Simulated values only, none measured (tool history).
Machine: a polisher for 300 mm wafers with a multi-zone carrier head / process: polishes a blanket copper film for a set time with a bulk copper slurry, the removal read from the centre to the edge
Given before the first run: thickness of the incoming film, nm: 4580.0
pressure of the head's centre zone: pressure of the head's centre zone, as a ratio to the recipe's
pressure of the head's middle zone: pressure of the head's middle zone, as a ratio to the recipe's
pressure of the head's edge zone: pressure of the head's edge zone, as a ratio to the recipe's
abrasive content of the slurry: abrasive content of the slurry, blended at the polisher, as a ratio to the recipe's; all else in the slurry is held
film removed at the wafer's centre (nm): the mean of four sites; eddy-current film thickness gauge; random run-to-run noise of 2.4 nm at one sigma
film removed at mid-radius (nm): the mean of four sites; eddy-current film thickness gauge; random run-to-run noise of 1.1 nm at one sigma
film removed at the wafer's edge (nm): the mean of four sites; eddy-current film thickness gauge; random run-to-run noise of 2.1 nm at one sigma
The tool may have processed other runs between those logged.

run  hour  flow of slurry (ml/min)  pressure of the head's centre zone  pressure of the head's middle zone  pressure of the head's edge zone  abrasive content of the slurry  polishing time (s)  film removed at the wafer's centre (nm)  film removed at mid-radius (nm)  film removed at the wafer's edge (nm)
  1     0                      315                                   1                                   1                                 1                               1                  32                                    313.8                           322.14                                 317.26
  2   4.8                      315                                   1                                   1                                 1                             0.8                  32                                   295.07                           296.34                                  297.2
  3   5.9                      305                                1.02                                0.96                              0.99                            0.75                  30                                   276.17                           263.86                                 274.19
  4    14                      305                                1.02                                0.88                              0.99                            0.75                  30                                    277.5                           243.82                                 273.86
  5  22.7                      295                                1.03                                0.86                              0.98                             0.7                  28                                   255.75                           222.77                                 252.83
  6  23.7                      295                                0.96                                0.86                              0.98                             0.7                  28                                   241.48                           220.26                                 247.55
  7    30                      295                                   1                                0.85                              0.98                            0.65                  27                                   232.99                           204.75                                 241.47
  8  37.3                      295                                1.03                                0.84                              0.95                             0.6                  26                                   226.85                           189.64                                  218.3
  9  38.4                      290                                1.05                                0.83                              0.95                             0.6                  26                                   234.37                           189.54                                 215.76
 10  42.9                      295                                1.06                                0.83                              0.96                             0.6                  25                                   220.93                           183.69                                 212.26
 11  51.7                      285                                1.09                                0.83                              0.97                             0.6                  25                                   231.59                           182.19                                 211.72
 12  59.6                      275                                1.09                                0.83                              0.97                             0.6                  25                                   226.28                           181.64                                 213.66
 13  63.9                      265                                 1.1                                0.83                              0.97                             0.6                  25                                   234.73                           182.69                                 210.19
 14  72.4                      265                                 1.1                                0.83                              0.98                             0.6                  25                                   228.28                           180.41                                 210.69
 15  81.1                      255                                1.11                                0.83                              0.99                             0.6                  25                                   231.07                           180.25                                 212.38
 16  86.3                      250                                1.11                                0.83                              0.99                             0.6                  25                                   234.84                           179.17                                 213.61
 17  95.3                      225                                1.09                                0.81                              0.97                             0.5                  24                                   207.99                           158.95                                 187.37

Run 18, settings as shown, results not yet in. Your forecast:
 18  99.9                      240                                 1.1                                0.81                              0.98                             0.5                  24                                        ?                                ?                                      ?

film removed at the wafer's centre (nm): 205.58
film removed at mid-radius (nm): 159.68
film removed at the wafer's edge (nm): 188.28
